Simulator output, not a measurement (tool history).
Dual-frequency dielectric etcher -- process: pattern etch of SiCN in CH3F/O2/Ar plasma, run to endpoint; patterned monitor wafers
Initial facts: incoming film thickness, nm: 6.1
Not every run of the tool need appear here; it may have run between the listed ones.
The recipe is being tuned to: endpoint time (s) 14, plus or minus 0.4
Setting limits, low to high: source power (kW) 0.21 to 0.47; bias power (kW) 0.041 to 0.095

run,hour,source power (kW),bias power (kW),endpoint time (s)
1,0,0.34,0.068,15.506
2,3.8,0.32,0.068,16.121
3,6.9,0.32,0.063,16.713
4,13.7,0.35,0.064,15.823
5,21.2,0.35,0.074,15.039
6,22.7,0.35,0.067,15.533
7,24.9,0.37,0.068,15.124
8,26.7,0.38,0.069,14.678
9,32.7,0.39,0.069,14.508

4 next moves are on the table. One of them brings every result within its allowed miss. Which?
A,38.7,0.38,0.067,?
B,38.7,0.41,0.06,?
C,38.7,0.37,0.082,?
D,38.7,0.37,0.057,?

move,endpoint time (s)
A,14.843
B,14.808
C,14.069
D,15.821
A: misses by more than the last run did
B: misses by more than the last run did
C: every result lands within tolerance
D: misses by more than the last run did
C is the move that brings every result within its allowed miss.
